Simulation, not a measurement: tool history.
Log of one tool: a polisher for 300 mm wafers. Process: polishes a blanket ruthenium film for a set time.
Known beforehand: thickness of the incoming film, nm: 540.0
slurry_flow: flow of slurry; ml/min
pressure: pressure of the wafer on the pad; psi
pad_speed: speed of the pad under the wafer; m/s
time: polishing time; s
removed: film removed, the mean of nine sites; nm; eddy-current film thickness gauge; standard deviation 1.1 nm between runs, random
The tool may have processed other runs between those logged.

Run 1, day 0.000: slurry_flow 235 ml/min, pressure 2.4 psi, pad_speed 1.06 m/s, time 52 s. Result: removed 65.647 nm.
Run 2, day 0.167: slurry_flow 235 ml/min, pressure 2.4 psi, pad_speed 1.20 m/s, time 52 s. Result: removed 71.255 nm.
Run 3, day 0.271: slurry_flow 235 ml/min, pressure 1.9 psi, pad_speed 1.20 m/s, time 52 s. Result: removed 56.239 nm.
Run 4, day 0.379: slurry_flow 235 ml/min, pressure 1.9 psi, pad_speed 1.10 m/s, time 52 s. Result: removed 52.551 nm.
Run 5, day 0.650: slurry_flow 235 ml/min, pressure 1.9 psi, pad_speed 0.96 m/s, time 52 s. Result: removed 46.844 nm.
Run 6, day 0.908: slurry_flow 235 ml/min, pressure 2.2 psi, pad_speed 0.96 m/s, time 52 s. Result: removed 53.710 nm.
Run 7, day 1.042: slurry_flow 235 ml/min, pressure 2.4 psi, pad_speed 0.96 m/s, time 52 s. Result: removed 59.994 nm.

What does the tool deliver on the next run?
Run 8, day 1.229: slurry_flow 235 ml/min, pressure 2.6 psi, pad_speed 0.96 m/s, time 52 s. Result: removed ?.

For run 8 the tool returned removed 63.986 nm.

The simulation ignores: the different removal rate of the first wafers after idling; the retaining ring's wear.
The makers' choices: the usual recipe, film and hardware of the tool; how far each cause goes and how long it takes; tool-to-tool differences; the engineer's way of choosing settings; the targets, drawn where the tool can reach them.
